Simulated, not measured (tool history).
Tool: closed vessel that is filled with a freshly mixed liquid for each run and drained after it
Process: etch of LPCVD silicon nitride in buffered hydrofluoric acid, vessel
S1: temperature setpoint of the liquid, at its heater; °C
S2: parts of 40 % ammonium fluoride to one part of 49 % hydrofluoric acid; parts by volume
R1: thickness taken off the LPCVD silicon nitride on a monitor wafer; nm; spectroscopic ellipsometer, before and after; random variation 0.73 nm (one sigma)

run 1 day=0 | S1=25 S2=11.5 time_in_the_liquid_(s)=2950 | R1=41.671
run 2 day=0.267 | S1=22 S2=11.5 time_in_the_liquid_(s)=2950 | R1=35.308
run 3 day=0.508 | S1=23.5 S2=11.5 time_in_the_liquid_(s)=2950 | R1=38.111
run 4 day=0.821 | S1=21.5 S2=11.5 time_in_the_liquid_(s)=2950 | R1=34.242
run 5 day=1.125 | S1=21.5 S2=14.5 time_in_the_liquid_(s)=2950 | R1=27.226
run 6 day=1.262 | S1=23 S2=14.5 time_in_the_liquid_(s)=2950 | R1=29.917

Forecast run 7:
run 7 day=1.467 | S1=25 S2=12.5 time_in_the_liquid_(s)=2965 | R1=?

{"run 7": {"R1": 37.929}}
